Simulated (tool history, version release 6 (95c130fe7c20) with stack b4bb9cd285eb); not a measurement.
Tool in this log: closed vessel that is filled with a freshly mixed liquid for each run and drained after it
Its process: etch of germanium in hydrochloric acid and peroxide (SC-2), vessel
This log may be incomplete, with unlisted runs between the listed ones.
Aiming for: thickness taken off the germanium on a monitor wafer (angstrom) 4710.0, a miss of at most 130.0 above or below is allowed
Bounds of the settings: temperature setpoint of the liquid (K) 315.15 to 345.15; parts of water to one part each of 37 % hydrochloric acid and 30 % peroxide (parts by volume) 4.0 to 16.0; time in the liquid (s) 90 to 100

run	day	temperature setpoint of the liquid (K)	parts of water to one part each of 37 % hydrochloric acid and 30 % peroxide (parts by volume)	time in the liquid (s)	thickness taken off the germanium on a monitor wafer (angstrom)
1	0.000	331.15	9.0	90	3279.4
2	0.308	331.15	9.0	90	3252.5
3	0.600	333.65	9.0	90	3514.5
4	0.829	337.65	9.0	90	3973.2
5	1.017	335.15	9.0	90	3642.3
6	1.246	337.15	9.0	90	3835.4
7	1.521	338.65	9.0	90	4058.4
8	1.812	339.65	9.0	90	4168.5

Pick the move, out of 4, that brings all results within their allowed miss; only one does.
A	2.104	341.65	7.5	95	?
B	2.104	341.65	8.0	100	?
C	2.104	343.65	11.0	100	?
D	2.104	344.15	6.5	95	?

move	thickness taken off the germanium on a monitor wafer (angstrom)
A	4730.2
B	4951.5
C	5047.5
D	5128.3
A: each result inside its tolerance
B: carries the result that was furthest off beyond its target, to the other side
C: carries the result that was furthest off beyond its target, to the other side
D: carries the result that was furthest off beyond its target, to the other side
The right move is A.
